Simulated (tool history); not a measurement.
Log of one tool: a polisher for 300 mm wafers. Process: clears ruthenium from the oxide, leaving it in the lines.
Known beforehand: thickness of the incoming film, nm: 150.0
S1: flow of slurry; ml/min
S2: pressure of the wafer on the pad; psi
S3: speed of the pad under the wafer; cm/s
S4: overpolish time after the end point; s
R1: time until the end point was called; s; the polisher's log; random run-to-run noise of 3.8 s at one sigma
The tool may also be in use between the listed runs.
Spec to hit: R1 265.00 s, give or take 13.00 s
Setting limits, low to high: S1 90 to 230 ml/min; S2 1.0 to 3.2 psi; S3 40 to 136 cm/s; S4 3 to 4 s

Run 1, hour 0.0: S1 150 ml/min, S2 2.1 psi, S3 88 cm/s, S4 4 s. Result: R1 149.66 s.
Run 2, hour 2.3: S1 150 ml/min, S2 2.1 psi, S3 108 cm/s, S4 4 s. Result: R1 125.05 s.
Run 3, hour 6.7: S1 145 ml/min, S2 1.8 psi, S3 102 cm/s, S4 4 s. Result: R1 154.86 s.
Run 4, hour 9.3: S1 145 ml/min, S2 1.6 psi, S3 98 cm/s, S4 4 s. Result: R1 177.39 s.
Run 5, hour 16.0: S1 145 ml/min, S2 1.4 psi, S3 96 cm/s, S4 4 s. Result: R1 208.25 s.
Run 6, hour 24.0: S1 145 ml/min, S2 1.4 psi, S3 112 cm/s, S4 4 s. Result: R1 184.72 s.
Run 7, hour 27.0: S1 145 ml/min, S2 1.3 psi, S3 108 cm/s, S4 4 s. Result: R1 202.99 s.
Run 8, hour 29.1: S1 145 ml/min, S2 1.2 psi, S3 106 cm/s, S4 4 s. Result: R1 217.84 s.
Run 9, hour 34.0: S1 145 ml/min, S2 1.1 psi, S3 104 cm/s, S4 4 s. Result: R1 245.71 s.

4 next moves are on the table. One of them brings every result within its allowed miss. Which?
Run A, hour 38.9: S1 125 ml/min, S2 1.1 psi, S3 98 cm/s, S4 4 s. Result: R1 ?.
Run B, hour 38.9: S1 145 ml/min, S2 1.1 psi, S3 108 cm/s, S4 4 s. Result: R1 ?.
Run C, hour 38.9: S1 165 ml/min, S2 1.0 psi, S3 90 cm/s, S4 3 s. Result: R1 ?.
Run D, hour 38.9: S1 150 ml/min, S2 1.0 psi, S3 114 cm/s, S4 4 s. Result: R1 ?.

move      R1
   A  262.42
   B  232.39
   C  297.30
   D  239.78
A: all results land within tolerance of their targets
B: the biggest miss grows against the last run
C: moves the result that the last run missed by most past its target, out the other side
D: the biggest miss grows against the last run
A meets every target.
